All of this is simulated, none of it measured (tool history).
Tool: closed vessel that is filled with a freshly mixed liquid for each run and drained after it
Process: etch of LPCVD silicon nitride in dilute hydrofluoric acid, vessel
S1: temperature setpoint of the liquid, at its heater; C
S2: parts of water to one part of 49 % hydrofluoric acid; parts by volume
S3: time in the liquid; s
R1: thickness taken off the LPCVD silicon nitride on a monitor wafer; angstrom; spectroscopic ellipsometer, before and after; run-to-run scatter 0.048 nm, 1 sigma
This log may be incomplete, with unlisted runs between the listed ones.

| run | day | S1 | S2 | S3 | R1 |
|---|---|---|---|---|---|
| 1 | 0.000 | 22.0 | 40 | 580 | 73.350 |
| 2 | 0.154 | 22.0 | 40 | 455 | 57.580 |
| 3 | 0.271 | 22.0 | 30 | 455 | 76.278 |
| 4 | 0.450 | 24.5 | 30 | 455 | 90.100 |
| 5 | 0.750 | 21.0 | 30 | 455 | 71.260 |
| 6 | 0.817 | 23.5 | 30 | 455 | 85.282 |
| 7 | 1.096 | 25.5 | 30 | 455 | 96.392 |
| 8 | 1.383 | 27.0 | 30 | 455 | 106.340 |
| 9 | 1.658 | 28.0 | 30 | 455 | 114.190 |
| 10 | 2.008 | 28.5 | 30 | 455 | 117.780 |
| 11 | 2.179 | 28.5 | 30 | 455 | 118.830 |

Run 12 comes next. What will it give?
| 12 | 2.462 | 29.0 | 30 | 455 | ? |

{"run 12": {"R1": 122.78}}
